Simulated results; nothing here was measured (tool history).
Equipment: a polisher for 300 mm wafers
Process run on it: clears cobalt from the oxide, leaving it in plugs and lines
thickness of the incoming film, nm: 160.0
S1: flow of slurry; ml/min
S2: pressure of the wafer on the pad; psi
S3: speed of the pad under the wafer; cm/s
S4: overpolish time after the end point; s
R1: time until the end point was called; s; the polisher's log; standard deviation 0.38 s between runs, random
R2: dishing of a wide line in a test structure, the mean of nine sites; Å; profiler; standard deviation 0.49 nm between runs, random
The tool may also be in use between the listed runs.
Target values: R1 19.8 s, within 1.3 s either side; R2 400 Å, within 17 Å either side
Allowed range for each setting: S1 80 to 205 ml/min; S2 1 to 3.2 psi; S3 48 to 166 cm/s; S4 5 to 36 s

run  hour   S1   S2   S3  S4      R1      R2
  1     0  135  2.1  106  18  27.754  480.51
  2     9  135  2.1   84  18  34.815  430.39
  3  12.3  115  2.1   84  18  35.165  428.59
  4  13.9  115  2.4   86  14  30.835  406.95
  5  21.7  115  2.7   90  12  26.302  414.64
  6  24.2  115  2.7   90  18  26.126   494.7
  7  32.1  115  2.9   92  14  23.642  469.31
  8  38.8  115  2.9   92  14  24.114  458.69
  9  41.3  115    3   96  11  21.026  420.46
 10  42.2  115  3.1   96   9  21.379  390.05
 11  48.3  115  3.1   96   9   21.27  381.64

Consider the 4 candidate settings below. Which is the only one whose results all fall within their allowed miss of target?
  A  54.4  110  2.9   96  10   ?   ?
  B  54.4   85  3.2  104   9   ?   ?
  C  54.4  105  3.2   96   8   ?   ?
  D  54.4  110  3.1   90  11   ?   ?

move      R1      R2
   A  23.004  388.91
   B  19.958  396.78
   C   21.01  359.25
   D  22.937  410.76
A: further off than the last run
B: in spec on every target
C: corrects the largest miss of the last run, while another result sits out of spec
D: further off than the last run
The move that meets every target is B.
